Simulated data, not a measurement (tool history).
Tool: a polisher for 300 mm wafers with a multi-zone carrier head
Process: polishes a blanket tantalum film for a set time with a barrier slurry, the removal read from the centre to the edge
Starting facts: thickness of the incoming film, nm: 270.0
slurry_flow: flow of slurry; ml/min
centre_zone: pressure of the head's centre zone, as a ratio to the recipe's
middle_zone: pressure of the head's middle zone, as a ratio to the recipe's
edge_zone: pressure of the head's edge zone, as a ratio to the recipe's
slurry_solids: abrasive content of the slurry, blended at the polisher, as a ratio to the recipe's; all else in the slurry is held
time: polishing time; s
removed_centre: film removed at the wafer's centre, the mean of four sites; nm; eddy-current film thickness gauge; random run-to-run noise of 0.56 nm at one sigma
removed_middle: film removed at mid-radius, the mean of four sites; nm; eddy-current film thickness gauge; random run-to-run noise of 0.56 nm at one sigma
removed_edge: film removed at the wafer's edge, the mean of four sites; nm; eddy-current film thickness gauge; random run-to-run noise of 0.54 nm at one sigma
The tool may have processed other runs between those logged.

run,day,slurry_flow,centre_zone,middle_zone,edge_zone,slurry_solids,time,removed_centre,removed_middle,removed_edge
1,0.000,220,1.00,1.00,1.00,1.00,80,83.795,85.120,84.483
2,0.062,190,1.00,1.00,1.00,1.00,80,81.738,85.239,81.888
3,0.171,190,1.07,1.00,1.00,1.00,80,89.655,85.359,80.593
4,0.375,195,1.07,0.95,0.99,0.85,68,69.862,65.750,65.585
5,0.692,195,1.09,0.91,0.98,0.75,62,62.181,55.177,57.101
6,0.883,190,1.09,0.88,0.96,0.65,59,56.144,46.918,49.794
7,1.146,180,1.06,0.86,0.93,0.65,59,53.285,45.484,49.645
8,1.371,185,1.08,0.85,0.90,0.50,53,43.235,36.383,37.715
9,1.583,185,1.09,0.86,0.94,0.50,53,43.224,36.382,38.544

The next listed run, before its measurement:
10,1.700,200,1.10,0.86,0.96,0.55,53,?,?,?

{"run 10": {"removed_centre": 45.681, "removed_middle": 37.95, "removed_edge": 42.516}}
